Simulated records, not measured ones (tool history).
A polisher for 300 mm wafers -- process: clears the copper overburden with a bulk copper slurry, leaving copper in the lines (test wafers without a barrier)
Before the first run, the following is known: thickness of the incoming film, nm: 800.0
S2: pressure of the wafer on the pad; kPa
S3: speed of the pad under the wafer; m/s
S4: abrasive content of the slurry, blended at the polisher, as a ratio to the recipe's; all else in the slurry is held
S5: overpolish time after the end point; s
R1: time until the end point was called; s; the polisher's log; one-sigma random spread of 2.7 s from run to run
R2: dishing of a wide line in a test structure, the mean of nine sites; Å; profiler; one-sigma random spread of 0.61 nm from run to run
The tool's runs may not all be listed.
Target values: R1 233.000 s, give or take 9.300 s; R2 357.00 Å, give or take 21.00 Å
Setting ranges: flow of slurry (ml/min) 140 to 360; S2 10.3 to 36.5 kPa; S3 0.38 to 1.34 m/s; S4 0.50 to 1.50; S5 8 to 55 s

Run 1, hour 0.0: flow of slurry (ml/min) 230, S2 23.4 kPa, S3 0.86 m/s, S4 1.00, S5 28 s. Result: R1 79.378 s, R2 1010.10 Å.
Run 2, hour 8.0: flow of slurry (ml/min) 230, S2 23.4 kPa, S3 0.86 m/s, S4 1.00, S5 39 s. Result: R1 79.497 s, R2 1142.70 Å.
Run 3, hour 16.3: flow of slurry (ml/min) 230, S2 23.4 kPa, S3 0.86 m/s, S4 0.85, S5 39 s. Result: R1 85.775 s, R2 1147.70 Å.
Run 4, hour 17.5: flow of slurry (ml/min) 230, S2 26.9 kPa, S3 0.86 m/s, S4 0.85, S5 39 s. Result: R1 74.895 s, R2 1194.60 Å.
Run 5, hour 18.5: flow of slurry (ml/min) 205, S2 22.8 kPa, S3 0.74 m/s, S4 0.90, S5 31 s. Result: R1 101.450 s, R2 972.27 Å.
Run 6, hour 21.4: flow of slurry (ml/min) 260, S2 22.8 kPa, S3 0.74 m/s, S4 0.90, S5 31 s. Result: R1 98.577 s, R2 966.29 Å.
At hour 30.2: slurry nozzle cleaned.
Run 7, hour 30.2: flow of slurry (ml/min) 325, S2 15.9 kPa, S3 0.50 m/s, S4 0.85, S5 17 s. Result: R1 189.200 s, R2 436.95 Å.
Run 8, hour 36.2: flow of slurry (ml/min) 325, S2 14.5 kPa, S3 0.50 m/s, S4 0.85, S5 16 s. Result: R1 203.210 s, R2 367.08 Å.
Run 9, hour 42.0: flow of slurry (ml/min) 325, S2 13.8 kPa, S3 0.50 m/s, S4 0.85, S5 18 s. Result: R1 215.680 s, R2 395.20 Å.
Run 10, hour 43.9: flow of slurry (ml/min) 325, S2 13.1 kPa, S3 0.50 m/s, S4 0.85, S5 18 s. Result: R1 224.980 s, R2 381.65 Å.
Run 11, hour 46.0: flow of slurry (ml/min) 325, S2 11.7 kPa, S3 0.50 m/s, S4 0.85, S5 14 s. Result: R1 251.670 s, R2 292.06 Å.
Run 12, hour 51.9: flow of slurry (ml/min) 330, S2 12.4 kPa, S3 0.50 m/s, S4 0.85, S5 15 s. Result: R1 234.930 s, R2 321.72 Å.
Run 13, hour 60.2: flow of slurry (ml/min) 330, S2 12.4 kPa, S3 0.50 m/s, S4 0.85, S5 16 s. Result: R1 238.740 s, R2 332.93 Å.

Of the 4 settings listed for the next run, only one would bring every result within its allowed miss of target. Which one?
Run A, hour 68.5: flow of slurry (ml/min) 340, S2 13.1 kPa, S3 0.46 m/s, S4 0.95, S5 21 s. Result: R1 ?, R2 ?.
Run B, hour 68.5: flow of slurry (ml/min) 330, S2 13.1 kPa, S3 0.46 m/s, S4 0.95, S5 17 s. Result: R1 ?, R2 ?.
Run C, hour 68.5: flow of slurry (ml/min) 320, S2 13.8 kPa, S3 0.46 m/s, S4 0.75, S5 20 s. Result: R1 ?, R2 ?.
Run D, hour 68.5: flow of slurry (ml/min) 330, S2 14.5 kPa, S3 0.46 m/s, S4 1.00, S5 15 s. Result: R1 ?, R2 ?.

move       R1      R2
   A  237.230  428.44
   B  237.820  362.84
   C  246.340  402.99
   D  212.690  361.91
A: the result that was furthest off in the last run now lies on the other side of its target
B: every result lands within tolerance
C: the result that was furthest off in the last run now lies on the other side of its target
D: the furthest-off result lands on target, but another misses its tolerance
B is the move that brings every result within its allowed miss.
